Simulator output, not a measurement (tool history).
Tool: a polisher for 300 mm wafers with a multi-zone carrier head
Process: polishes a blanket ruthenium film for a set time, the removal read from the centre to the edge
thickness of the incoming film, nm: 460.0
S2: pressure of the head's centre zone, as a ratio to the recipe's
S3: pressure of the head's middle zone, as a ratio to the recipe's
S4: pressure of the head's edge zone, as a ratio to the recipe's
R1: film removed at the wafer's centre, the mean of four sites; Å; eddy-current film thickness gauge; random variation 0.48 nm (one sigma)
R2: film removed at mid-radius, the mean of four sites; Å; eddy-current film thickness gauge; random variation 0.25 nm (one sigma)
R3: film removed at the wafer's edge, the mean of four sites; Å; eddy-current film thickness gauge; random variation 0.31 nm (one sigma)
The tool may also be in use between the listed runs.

Run 1, hour 0.0: flow of slurry (ml/min) 125, S2 1.00, S3 1.00, S4 1.00, polishing time (s) 66. Result: R1 676.12 Å, R2 672.85 Å, R3 657.13 Å.
Run 2, hour 2.0: flow of slurry (ml/min) 105, S2 1.00, S3 1.00, S4 1.00, polishing time (s) 66. Result: R1 670.86 Å, R2 641.36 Å, R3 649.01 Å.
Run 3, hour 5.9: flow of slurry (ml/min) 105, S2 0.97, S3 0.98, S4 0.97, polishing time (s) 59. Result: R1 570.16 Å, R2 568.13 Å, R3 559.23 Å.
Run 4, hour 10.8: flow of slurry (ml/min) 100, S2 0.95, S3 0.95, S4 0.96, polishing time (s) 55. Result: R1 514.74 Å, R2 517.97 Å, R3 519.62 Å.
Run 5, hour 14.2: flow of slurry (ml/min) 95, S2 0.94, S3 0.92, S4 0.95, polishing time (s) 52. Result: R1 490.23 Å, R2 462.56 Å, R3 486.84 Å.
Run 6, hour 23.2: flow of slurry (ml/min) 95, S2 0.92, S3 0.90, S4 0.93, polishing time (s) 50. Result: R1 447.66 Å, R2 437.07 Å, R3 452.90 Å.

The next listed run, before its measurement:
Run 7, hour 31.4: flow of slurry (ml/min) 90, S2 0.91, S3 0.88, S4 0.91, polishing time (s) 49. Result: R1 ?, R2 ?, R3 ?.

R1: 443.96 Å
R2: 416.33 Å
R3: 441.41 Å

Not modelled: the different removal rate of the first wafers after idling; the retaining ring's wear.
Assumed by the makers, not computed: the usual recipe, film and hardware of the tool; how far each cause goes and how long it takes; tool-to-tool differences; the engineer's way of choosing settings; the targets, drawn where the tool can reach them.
